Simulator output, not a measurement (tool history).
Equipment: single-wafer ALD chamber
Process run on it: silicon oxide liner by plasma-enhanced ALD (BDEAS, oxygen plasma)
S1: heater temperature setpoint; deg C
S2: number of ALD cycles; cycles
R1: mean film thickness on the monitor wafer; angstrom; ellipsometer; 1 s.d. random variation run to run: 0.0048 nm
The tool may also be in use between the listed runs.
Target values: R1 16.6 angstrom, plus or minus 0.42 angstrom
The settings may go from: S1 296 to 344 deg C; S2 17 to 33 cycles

run 1 hour=0 | S1=320 S2=25 | R1=22.908
run 2 hour=2.9 | S1=331 S2=25 | R1=22.387
run 3 hour=5.4 | S1=336 S2=25 | R1=22.241
run 4 hour=14.3 | S1=337 S2=23 | R1=20.406
run 5 hour=16 | S1=338 S2=22 | R1=19.499
run 6 hour=20.3 | S1=344 S2=22 | R1=19.306
run 7 hour=22.1 | S1=344 S2=21 | R1=18.334
run 8 hour=31.1 | S1=344 S2=20 | R1=17.558
run 9 hour=39.4 | S1=344 S2=18 | R1=15.821

5 next moves are on the table. One of them brings every result within its allowed miss. Which?
run A hour=47.7 | S1=336 S2=20 | R1=?
run B hour=47.7 | S1=342 S2=20 | R1=?
run C hour=47.7 | S1=344 S2=19 | R1=?
run D hour=47.7 | S1=339 S2=20 | R1=?
run E hour=47.7 | S1=344 S2=20 | R1=?

move=A R1=17.8
move=B R1=17.62
move=C R1=16.682
move=D R1=17.71
move=E R1=17.56
A: pushes the last run's worst result past its target
B: pushes the last run's worst result past its target
C: in spec on every target
D: pushes the last run's worst result past its target
E: pushes the last run's worst result past its target
The right move is C.

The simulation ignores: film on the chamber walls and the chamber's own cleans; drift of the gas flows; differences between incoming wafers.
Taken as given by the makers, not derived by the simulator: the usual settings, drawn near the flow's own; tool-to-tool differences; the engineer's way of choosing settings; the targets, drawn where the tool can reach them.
